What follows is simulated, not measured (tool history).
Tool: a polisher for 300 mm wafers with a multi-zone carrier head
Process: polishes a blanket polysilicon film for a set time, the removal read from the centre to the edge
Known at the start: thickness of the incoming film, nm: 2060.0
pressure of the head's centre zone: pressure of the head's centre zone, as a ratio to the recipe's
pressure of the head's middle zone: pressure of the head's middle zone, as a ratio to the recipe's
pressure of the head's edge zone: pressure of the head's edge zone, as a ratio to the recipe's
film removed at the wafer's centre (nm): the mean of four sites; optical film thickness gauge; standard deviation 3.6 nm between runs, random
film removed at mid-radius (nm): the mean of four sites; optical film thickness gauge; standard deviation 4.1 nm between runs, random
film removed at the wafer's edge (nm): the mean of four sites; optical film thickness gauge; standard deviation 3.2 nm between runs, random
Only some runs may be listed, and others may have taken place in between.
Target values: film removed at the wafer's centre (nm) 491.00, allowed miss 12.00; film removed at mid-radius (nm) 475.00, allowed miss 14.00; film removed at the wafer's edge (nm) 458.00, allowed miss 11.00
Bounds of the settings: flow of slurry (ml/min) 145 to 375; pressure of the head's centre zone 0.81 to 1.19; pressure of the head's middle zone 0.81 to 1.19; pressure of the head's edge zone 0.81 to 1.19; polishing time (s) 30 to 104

run	hour	flow of slurry (ml/min)	pressure of the head's centre zone	pressure of the head's middle zone	pressure of the head's edge zone	polishing time (s)	film removed at the wafer's centre (nm)	film removed at mid-radius (nm)	film removed at the wafer's edge (nm)
1	0.0	240	1.00	1.00	1.00	67	341.55	343.80	337.25
2	3.4	240	1.00	0.94	1.00	67	339.03	326.98	336.39
3	8.4	240	1.00	0.94	1.00	56	286.31	269.38	282.56
4	15.2	240	1.00	1.02	1.00	56	286.05	290.44	285.08
5	23.8	255	1.04	1.04	1.05	63	329.83	339.23	327.45
6	25.2	270	1.08	1.04	1.08	68	381.54	363.44	350.99
7	27.7	265	1.08	1.05	1.10	73	407.11	385.37	386.61
8	32.7	270	1.09	1.08	1.12	76	429.57	419.35	400.18

Which of these 4 next moves meets every target?
A	37.7	215	1.18	0.98	1.05	92	?	?	?
B	37.7	300	1.14	1.06	1.05	88	?	?	?
C	37.7	285	1.12	1.07	1.13	89	?	?	?
D	37.7	250	1.11	1.09	1.13	86	?	?	?

move	film removed at the wafer's centre (nm)	film removed at mid-radius (nm)	film removed at the wafer's edge (nm)
A	540.57	454.17	465.48
B	523.31	484.11	458.91
C	516.85	490.89	474.30
D	486.66	474.58	452.90
A: corrects the largest miss of the last run, while another result sits out of spec
B: corrects the largest miss of the last run, while another result sits out of spec
C: moves the result that the last run missed by most past its target, out the other side
D: each result inside its tolerance
Move D is the one to make.
